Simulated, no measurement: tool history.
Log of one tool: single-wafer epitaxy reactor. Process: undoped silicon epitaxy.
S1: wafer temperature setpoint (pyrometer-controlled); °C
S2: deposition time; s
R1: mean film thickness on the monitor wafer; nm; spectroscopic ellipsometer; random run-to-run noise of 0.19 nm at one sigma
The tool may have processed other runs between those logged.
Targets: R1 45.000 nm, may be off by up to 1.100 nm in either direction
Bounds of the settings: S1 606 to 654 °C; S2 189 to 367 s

{"run": 1, "day": 0.0, "S1": 630, "S2": 278, "R1": 32.222}
{"run": 2, "day": 0.346, "S1": 634, "S2": 279, "R1": 35.427}
{"run": 3, "day": 0.592, "S1": 637, "S2": 279, "R1": 37.718}
{"run": 4, "day": 0.729, "S1": 639, "S2": 279, "R1": 39.566}
{"run": 5, "day": 0.817, "S1": 640, "S2": 279, "R1": 40.345}
{"run": 6, "day": 1.125, "S1": 633, "S2": 279, "R1": 34.293}
{"run": 7, "day": 1.25, "S1": 636, "S2": 279, "R1": 36.836}
{"run": 8, "day": 1.512, "S1": 638, "S2": 279, "R1": 38.625}
{"run": 9, "day": 1.833, "S1": 640, "S2": 279, "R1": 40.221}
{"run": 10, "day": 1.908, "S1": 641, "S2": 279, "R1": 41.218}
{"run": 11, "day": 2.171, "S1": 642, "S2": 279, "R1": 42.071}

Exactly one of the 4 candidate moves below puts every result within its allowed miss. Which one?
{"run": "A", "day": 2.433, "S1": 654, "S2": 245, "R1": "?"}
{"run": "B", "day": 2.433, "S1": 641, "S2": 274, "R1": "?"}
{"run": "C", "day": 2.433, "S1": 649, "S2": 276, "R1": "?"}
{"run": "D", "day": 2.433, "S1": 645, "S2": 279, "R1": "?"}

move=A R1=48.441
move=B R1=40.619
move=C R1=48.896
move=D R1=45.232
A: pushes the last run's worst result past its target
B: the biggest miss grows against the last run
C: pushes the last run's worst result past its target
D: all results land within tolerance of their targets
Move D is the one to make.
